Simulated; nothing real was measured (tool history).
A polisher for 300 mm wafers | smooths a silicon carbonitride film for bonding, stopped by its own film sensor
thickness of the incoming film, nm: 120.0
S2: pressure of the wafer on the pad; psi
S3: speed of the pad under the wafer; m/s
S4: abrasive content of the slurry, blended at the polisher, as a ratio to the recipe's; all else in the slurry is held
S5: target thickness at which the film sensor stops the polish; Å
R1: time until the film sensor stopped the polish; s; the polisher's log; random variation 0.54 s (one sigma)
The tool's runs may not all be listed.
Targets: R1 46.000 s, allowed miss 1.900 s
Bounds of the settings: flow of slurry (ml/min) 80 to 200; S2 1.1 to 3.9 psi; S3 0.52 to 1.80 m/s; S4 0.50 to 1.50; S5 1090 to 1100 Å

Run 1, hour 0.0: flow of slurry (ml/min) 130, S2 2.5 psi, S3 1.16 m/s, S4 1.00, S5 1090 Å. Result: R1 26.194 s.
Run 2, hour 1.8: flow of slurry (ml/min) 130, S2 2.3 psi, S3 1.16 m/s, S4 1.00, S5 1090 Å. Result: R1 28.512 s.
Run 3, hour 9.7: flow of slurry (ml/min) 130, S2 2.2 psi, S3 1.16 m/s, S4 1.00, S5 1090 Å. Result: R1 29.448 s.
Run 4, hour 14.9: flow of slurry (ml/min) 130, S2 2.2 psi, S3 1.16 m/s, S4 1.00, S5 1090 Å. Result: R1 29.566 s.
Run 5, hour 19.0: flow of slurry (ml/min) 130, S2 2.2 psi, S3 1.16 m/s, S4 1.00, S5 1090 Å. Result: R1 29.348 s.
Run 6, hour 26.8: flow of slurry (ml/min) 130, S2 2.1 psi, S3 1.16 m/s, S4 1.00, S5 1090 Å. Result: R1 30.305 s.
Run 7, hour 32.1: flow of slurry (ml/min) 130, S2 2.0 psi, S3 1.16 m/s, S4 1.00, S5 1090 Å. Result: R1 31.561 s.
Run 8, hour 36.0: flow of slurry (ml/min) 130, S2 1.9 psi, S3 1.16 m/s, S4 1.00, S5 1090 Å. Result: R1 33.442 s.
Run 9, hour 40.0: flow of slurry (ml/min) 130, S2 1.8 psi, S3 1.16 m/s, S4 1.00, S5 1090 Å. Result: R1 35.471 s.
Run 10, hour 44.0: flow of slurry (ml/min) 130, S2 1.7 psi, S3 1.16 m/s, S4 1.00, S5 1090 Å. Result: R1 36.856 s.
Run 11, hour 50.9: flow of slurry (ml/min) 130, S2 1.6 psi, S3 1.16 m/s, S4 1.00, S5 1090 Å. Result: R1 38.636 s.

Which of these 5 next moves meets every target?
Run A, hour 57.8: flow of slurry (ml/min) 125, S2 1.4 psi, S3 1.02 m/s, S4 1.00, S5 1090 Å. Result: R1 ?.
Run B, hour 57.8: flow of slurry (ml/min) 125, S2 1.6 psi, S3 1.16 m/s, S4 0.90, S5 1090 Å. Result: R1 ?.
Run C, hour 57.8: flow of slurry (ml/min) 170, S2 1.7 psi, S3 1.02 m/s, S4 1.15, S5 1100 Å. Result: R1 ?.
Run D, hour 57.8: flow of slurry (ml/min) 120, S2 1.7 psi, S3 0.94 m/s, S4 0.95, S5 1090 Å. Result: R1 ?.
Run E, hour 57.8: flow of slurry (ml/min) 130, S2 1.5 psi, S3 0.92 m/s, S4 0.90, S5 1090 Å. Result: R1 ?.

move      R1
   A  49.050
   B  41.084
   C  33.340
   D  45.380
   E  51.952
A: takes the result that was furthest off past its target
B: nearer than the last run, and not there yet
C: further off than the last run
D: meets every target
E: takes the result that was furthest off past its target
Answer: D
